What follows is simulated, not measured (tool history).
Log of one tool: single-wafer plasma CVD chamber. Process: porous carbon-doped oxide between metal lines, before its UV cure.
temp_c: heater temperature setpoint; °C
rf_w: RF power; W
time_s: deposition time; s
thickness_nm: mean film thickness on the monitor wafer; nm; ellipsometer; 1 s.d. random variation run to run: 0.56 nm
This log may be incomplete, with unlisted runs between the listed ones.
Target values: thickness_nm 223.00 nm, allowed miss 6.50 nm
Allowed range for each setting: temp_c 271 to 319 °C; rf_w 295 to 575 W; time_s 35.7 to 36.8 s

run	hour	temp_c	rf_w	time_s	thickness_nm
1	0.0	295	435	35.7	169.90
2	5.4	286	435	35.7	182.02
3	13.7	284	445	35.8	188.47
4	15.5	282	455	35.9	195.65
5	16.1	280	460	36.0	200.49
6	19.1	279	465	36.0	203.09
7	25.3	278	470	36.0	206.08
8	31.3	278	470	36.0	207.28
9	38.5	277	475	36.0	209.92
10	46.0	276	480	36.0	212.80
11	48.6	275	480	36.0	214.87
12	51.2	274	480	36.0	215.94

Below are 5 possible settings for the next run. Only one of them brings all results inside the allowed miss of their targets. Which is it?
A	53.8	279	500	35.7	?
B	53.8	273	470	35.7	?
C	53.8	275	485	36.8	?
D	53.8	271	505	36.8	?
E	53.8	283	510	35.7	?

move	thickness_nm
A	213.26
B	213.30
C	221.38
D	234.84
E	210.07
A: misses by more than the last run did
B: misses by more than the last run did
C: every result within its allowed miss
D: pushes the last run's worst result past its target
E: misses by more than the last run did
C meets every target.

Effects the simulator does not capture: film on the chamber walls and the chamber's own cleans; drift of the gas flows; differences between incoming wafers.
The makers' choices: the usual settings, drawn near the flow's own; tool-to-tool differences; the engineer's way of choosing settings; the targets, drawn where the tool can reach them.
